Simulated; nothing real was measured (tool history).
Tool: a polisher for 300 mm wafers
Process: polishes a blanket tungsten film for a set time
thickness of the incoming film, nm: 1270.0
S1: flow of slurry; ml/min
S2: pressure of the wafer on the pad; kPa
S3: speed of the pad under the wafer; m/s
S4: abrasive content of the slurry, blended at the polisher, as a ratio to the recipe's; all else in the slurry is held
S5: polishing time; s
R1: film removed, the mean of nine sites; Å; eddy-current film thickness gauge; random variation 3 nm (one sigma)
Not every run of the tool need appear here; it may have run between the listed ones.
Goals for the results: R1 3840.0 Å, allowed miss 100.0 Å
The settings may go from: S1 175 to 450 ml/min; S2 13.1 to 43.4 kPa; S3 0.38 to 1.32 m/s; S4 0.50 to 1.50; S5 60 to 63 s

{"run": 1, "day": 0.0, "S1": 290, "S2": 28.3, "S3": 0.84, "S4": 1.0, "S5": 60, "R1": 2905.8}
{"run": 2, "day": 0.175, "S1": 330, "S2": 28.3, "S3": 0.84, "S4": 1.0, "S5": 60, "R1": 2903.9}
{"run": 3, "day": 0.504, "S1": 330, "S2": 29.0, "S3": 0.84, "S4": 1.0, "S5": 60, "R1": 2980.9}
{"run": 4, "day": 0.588, "S1": 330, "S2": 29.6, "S3": 0.84, "S4": 1.0, "S5": 60, "R1": 3046.2}
{"run": 5, "day": 0.654, "S1": 265, "S2": 29.6, "S3": 0.84, "S4": 1.0, "S5": 60, "R1": 2997.3}
{"run": 6, "day": 1.004, "S1": 265, "S2": 30.3, "S3": 0.84, "S4": 1.0, "S5": 60, "R1": 3129.1}
{"run": 7, "day": 1.3, "S1": 265, "S2": 31.0, "S3": 0.84, "S4": 1.0, "S5": 60, "R1": 3162.9}
{"run": 8, "day": 1.625, "S1": 265, "S2": 31.7, "S3": 0.84, "S4": 1.0, "S5": 60, "R1": 3188.3}
{"run": 9, "day": 1.7, "S1": 265, "S2": 32.4, "S3": 0.84, "S4": 1.0, "S5": 60, "R1": 3236.6}
{"run": 10, "day": 1.725, "S1": 265, "S2": 33.1, "S3": 0.84, "S4": 1.0, "S5": 60, "R1": 3331.9}
{"run": 11, "day": 1.908, "S1": 265, "S2": 33.8, "S3": 0.84, "S4": 1.0, "S5": 60, "R1": 3387.8}
{"run": 12, "day": 2.0, "S1": 265, "S2": 34.5, "S3": 0.84, "S4": 1.0, "S5": 60, "R1": 3476.5}
{"run": 13, "day": 2.233, "S1": 265, "S2": 35.2, "S3": 0.84, "S4": 1.0, "S5": 60, "R1": 3519.1}
{"run": 14, "day": 2.55, "S1": 265, "S2": 35.9, "S3": 0.84, "S4": 1.0, "S5": 60, "R1": 3584.4}
{"run": 15, "day": 2.65, "S1": 265, "S2": 37.2, "S3": 0.84, "S4": 1.0, "S5": 60, "R1": 3723.2}

Exercise: of the 5 proposed moves below, exactly one satisfies all targets within the stated allowed misses. Which move is it?
{"run": "A", "day": 2.75, "S1": 355, "S2": 31.7, "S3": 1.06, "S4": 0.8, "S5": 63, "R1": "?"}
{"run": "B", "day": 2.75, "S1": 265, "S2": 37.9, "S3": 0.84, "S4": 1.05, "S5": 63, "R1": "?"}
{"run": "C", "day": 2.75, "S1": 315, "S2": 42.1, "S3": 0.84, "S4": 0.65, "S5": 63, "R1": "?"}
{"run": "D", "day": 2.75, "S1": 230, "S2": 31.0, "S3": 1.02, "S4": 0.65, "S5": 63, "R1": "?"}
{"run": "E", "day": 2.75, "S1": 295, "S2": 37.9, "S3": 0.86, "S4": 0.95, "S5": 60, "R1": "?"}

move=A R1=4096.1
move=B R1=4043.7
move=C R1=4040.7
move=D R1=3546.8
move=E R1=3880.7
A: pushes the last run's worst result past its target
B: pushes the last run's worst result past its target
C: pushes the last run's worst result past its target
D: further off than the last run
E: each result inside its tolerance
Move E is the one to make.
